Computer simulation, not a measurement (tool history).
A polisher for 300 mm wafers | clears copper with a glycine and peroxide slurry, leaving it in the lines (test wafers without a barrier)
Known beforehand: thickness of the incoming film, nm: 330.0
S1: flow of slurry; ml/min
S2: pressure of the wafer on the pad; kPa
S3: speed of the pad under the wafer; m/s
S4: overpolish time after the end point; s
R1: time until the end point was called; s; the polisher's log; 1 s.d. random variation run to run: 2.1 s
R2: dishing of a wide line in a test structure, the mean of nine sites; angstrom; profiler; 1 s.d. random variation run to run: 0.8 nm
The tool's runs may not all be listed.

run,hour,S1,S2,S3,S4,R1,R2
1,0.0,180,19.3,0.80,26,61.866,833.36
2,5.7,180,19.3,1.00,26,50.438,925.42
3,12.4,175,16.5,0.92,29,59.469,875.45
4,19.9,175,16.5,0.92,37,61.102,1013.50
5,21.4,175,16.5,0.92,27,59.967,833.99
6,26.9,205,16.5,0.92,27,59.968,833.87
7,34.5,205,14.5,0.84,30,70.005,788.74
8,42.6,180,9.0,0.62,43,119.790,701.05

Run 9 comes next. What will it give?
9,49.3,180,9.0,0.62,43,?,?

{"run 9": {"R1": 122.23, "R2": 691.82}}

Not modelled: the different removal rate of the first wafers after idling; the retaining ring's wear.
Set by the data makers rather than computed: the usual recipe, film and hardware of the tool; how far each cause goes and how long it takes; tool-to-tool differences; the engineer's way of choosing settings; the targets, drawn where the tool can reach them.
